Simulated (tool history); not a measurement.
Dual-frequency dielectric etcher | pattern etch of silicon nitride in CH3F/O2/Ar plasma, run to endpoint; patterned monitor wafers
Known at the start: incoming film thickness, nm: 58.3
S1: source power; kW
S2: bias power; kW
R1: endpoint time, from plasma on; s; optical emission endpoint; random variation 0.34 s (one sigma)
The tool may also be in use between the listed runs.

run	hour	S1	S2	R1
1	0	0.34	0.066	96.572
2	4.7	0.32	0.066	97.904
3	11.6	0.28	0.066	101.82
4	18.3	0.28	0.077	97.508
5	27.2	0.26	0.076	99.012
6	27.8	0.3	0.076	96.101
7	35.5	0.28	0.075	97.256
8	39.1	0.28	0.075	97.997
9	47.2	0.26	0.074	100.4

Run 10 comes next. What will it give?
10	51.9	0.25	0.074	?

R1: 101.08 s

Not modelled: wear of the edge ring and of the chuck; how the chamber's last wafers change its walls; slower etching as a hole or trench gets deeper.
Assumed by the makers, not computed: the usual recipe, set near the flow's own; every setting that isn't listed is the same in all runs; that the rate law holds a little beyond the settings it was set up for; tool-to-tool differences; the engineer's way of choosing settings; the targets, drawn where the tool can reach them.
